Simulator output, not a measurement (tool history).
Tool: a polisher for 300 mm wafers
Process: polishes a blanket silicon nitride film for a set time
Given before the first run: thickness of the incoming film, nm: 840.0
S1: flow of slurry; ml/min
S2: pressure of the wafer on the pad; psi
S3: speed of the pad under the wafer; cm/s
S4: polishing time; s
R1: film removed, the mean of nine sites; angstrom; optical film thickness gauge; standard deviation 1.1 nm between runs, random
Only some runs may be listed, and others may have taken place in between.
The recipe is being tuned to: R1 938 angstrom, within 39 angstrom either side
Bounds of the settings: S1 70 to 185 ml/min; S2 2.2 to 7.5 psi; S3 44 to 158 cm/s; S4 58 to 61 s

Run 1, hour 0: S1 120 ml/min, S2 4.8 psi, S3 100 cm/s, S4 58 s. Result: R1 1379.7 angstrom.
Run 2, hour 6.7: S1 120 ml/min, S2 4.6 psi, S3 100 cm/s, S4 58 s. Result: R1 1313.4 angstrom.
Run 3, hour 11.5: S1 120 ml/min, S2 4.6 psi, S3 110 cm/s, S4 58 s. Result: R1 1420.5 angstrom.
Run 4, hour 18.3: S1 120 ml/min, S2 4.4 psi, S3 110 cm/s, S4 58 s. Result: R1 1385.6 angstrom.
Run 5, hour 23.5: S1 120 ml/min, S2 3.6 psi, S3 110 cm/s, S4 58 s. Result: R1 1161.2 angstrom.
Run 6, hour 27.1: S1 120 ml/min, S2 3.5 psi, S3 110 cm/s, S4 58 s. Result: R1 1160.1 angstrom.
At hour 32.3: head pressure recalibrated.
Run 7, hour 32.3: S1 120 ml/min, S2 3.4 psi, S3 110 cm/s, S4 58 s. Result: R1 1187.4 angstrom.
Run 8, hour 34.8: S1 120 ml/min, S2 3.3 psi, S3 110 cm/s, S4 58 s. Result: R1 1154.9 angstrom.
Run 9, hour 39.6: S1 120 ml/min, S2 3.2 psi, S3 110 cm/s, S4 58 s. Result: R1 1120 angstrom.
Run 10, hour 41.5: S1 120 ml/min, S2 3.1 psi, S3 110 cm/s, S4 58 s. Result: R1 1104.5 angstrom.
Run 11, hour 45: S1 120 ml/min, S2 3.1 psi, S3 110 cm/s, S4 58 s. Result: R1 1098.5 angstrom.
Run 12, hour 47.2: S1 120 ml/min, S2 3 psi, S3 110 cm/s, S4 58 s. Result: R1 1085.1 angstrom.
Run 13, hour 48.2: S1 120 ml/min, S2 2.9 psi, S3 110 cm/s, S4 58 s. Result: R1 1070.9 angstrom.
Run 14, hour 52.2: S1 120 ml/min, S2 2.8 psi, S3 110 cm/s, S4 58 s. Result: R1 1024.6 angstrom.

Of the 5 settings listed for the next run, only one would bring every result within its allowed miss of target. Which one?
Run A, hour 56.2: S1 115 ml/min, S2 2.9 psi, S3 110 cm/s, S4 58 s. Result: R1 ?.
Run B, hour 56.2: S1 135 ml/min, S2 4.4 psi, S3 86 cm/s, S4 61 s. Result: R1 ?.
Run C, hour 56.2: S1 110 ml/min, S2 2.8 psi, S3 118 cm/s, S4 58 s. Result: R1 ?.
Run D, hour 56.2: S1 110 ml/min, S2 3.8 psi, S3 96 cm/s, S4 58 s. Result: R1 ?.
Run E, hour 56.2: S1 130 ml/min, S2 2.2 psi, S3 120 cm/s, S4 58 s. Result: R1 ?.

move      R1
   A  1019.7
   B  1239.9
   C  1041.3
   D    1099
   E  935.95
A: nearer the targets than the last run, but a result is still out of spec
B: moves away from the targets compared with the last run
C: moves away from the targets compared with the last run
D: moves away from the targets compared with the last run
E: hits every target within its allowed miss
The right move is E.
